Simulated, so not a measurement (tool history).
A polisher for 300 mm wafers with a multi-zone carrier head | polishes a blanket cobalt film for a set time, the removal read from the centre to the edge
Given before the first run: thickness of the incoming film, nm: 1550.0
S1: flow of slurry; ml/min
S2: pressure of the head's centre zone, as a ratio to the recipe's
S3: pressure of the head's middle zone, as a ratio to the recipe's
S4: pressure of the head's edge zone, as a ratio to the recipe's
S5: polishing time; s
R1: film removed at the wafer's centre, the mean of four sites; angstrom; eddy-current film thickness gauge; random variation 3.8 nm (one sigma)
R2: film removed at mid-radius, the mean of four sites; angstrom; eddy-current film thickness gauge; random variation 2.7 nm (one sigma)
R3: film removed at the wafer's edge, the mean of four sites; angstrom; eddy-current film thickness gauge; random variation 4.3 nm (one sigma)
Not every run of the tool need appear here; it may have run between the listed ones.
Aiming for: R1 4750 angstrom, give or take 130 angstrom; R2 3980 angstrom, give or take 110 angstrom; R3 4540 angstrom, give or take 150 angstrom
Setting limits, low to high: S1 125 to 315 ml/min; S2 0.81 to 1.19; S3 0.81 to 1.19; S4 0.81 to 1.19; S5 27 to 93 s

{"run": 1, "hour": 0.0, "S1": 205, "S2": 1, "S3": 1, "S4": 1, "S5": 59, "R1": 3625.2, "R2": 3674.4, "R3": 3520.6}
{"run": 2, "hour": 5.3, "S1": 215, "S2": 1.03, "S3": 0.97, "S4": 1.05, "S5": 61, "R1": 3817.7, "R2": 3737.4, "R3": 3728}
{"run": 3, "hour": 11.8, "S1": 215, "S2": 0.95, "S3": 0.97, "S4": 1.05, "S5": 61, "R1": 3620.8, "R2": 3709.4, "R3": 3733.8}
{"run": 4, "hour": 14.1, "S1": 225, "S2": 1, "S3": 0.94, "S4": 1.08, "S5": 63, "R1": 3953, "R2": 3750.9, "R3": 3912.2}
{"run": 5, "hour": 19.1, "S1": 230, "S2": 1.02, "S3": 0.92, "S4": 1.11, "S5": 65, "R1": 4139, "R2": 3796.9, "R3": 4193.3}
{"run": 6, "hour": 25.0, "S1": 230, "S2": 1.09, "S3": 0.92, "S4": 1.11, "S5": 65, "R1": 4342.6, "R2": 3791.1, "R3": 4071.8}
{"run": 7, "hour": 26.5, "S1": 240, "S2": 1.09, "S3": 0.91, "S4": 1.13, "S5": 66, "R1": 4439.9, "R2": 3818.6, "R3": 4235.1}
{"run": 8, "hour": 34.0, "S1": 250, "S2": 1.1, "S3": 0.91, "S4": 1.15, "S5": 66, "R1": 4529.9, "R2": 3861.3, "R3": 4235.8}
{"run": 9, "hour": 40.7, "S1": 255, "S2": 1.1, "S3": 0.9, "S4": 1.16, "S5": 67, "R1": 4537.9, "R2": 3888.7, "R3": 4351}
{"run": 10, "hour": 44.3, "S1": 260, "S2": 1.11, "S3": 0.9, "S4": 1.17, "S5": 67, "R1": 4569.8, "R2": 3875.9, "R3": 4421.6}

Of the 5 settings listed for the next run, only one would bring every result within its allowed miss of target. Which one?
{"run": "A", "hour": 47.9, "S1": 245, "S2": 1.1, "S3": 0.88, "S4": 1.16, "S5": 70, "R1": "?", "R2": "?", "R3": "?"}
{"run": "B", "hour": 47.9, "S1": 220, "S2": 1.18, "S3": 0.81, "S4": 1.11, "S5": 72, "R1": "?", "R2": "?", "R3": "?"}
{"run": "C", "hour": 47.9, "S1": 245, "S2": 1.19, "S3": 0.97, "S4": 1.15, "S5": 65, "R1": "?", "R2": "?", "R3": "?"}
{"run": "D", "hour": 47.9, "S1": 315, "S2": 1.03, "S3": 0.81, "S4": 1.17, "S5": 68, "R1": "?", "R2": "?", "R3": "?"}
{"run": "E", "hour": 47.9, "S1": 250, "S2": 1.09, "S3": 0.96, "S4": 1.13, "S5": 66, "R1": "?", "R2": "?", "R3": "?"}

move=A R1=4749.1 R2=3907.3 R3=4459.5
move=B R1=5120.6 R2=3711.6 R3=4471
move=C R1=4720.2 R2=3933.4 R3=4121.1
move=D R1=4475.8 R2=3631.3 R3=4429.8
move=E R1=4455.6 R2=3969.2 R3=4161.4
A: all results in spec
B: the result that was furthest off in the last run now lies on the other side of its target
C: the furthest-off result lands on target, but another misses its tolerance
D: moves away from the targets compared with the last run
E: moves away from the targets compared with the last run
Go with A: it meets all targets.
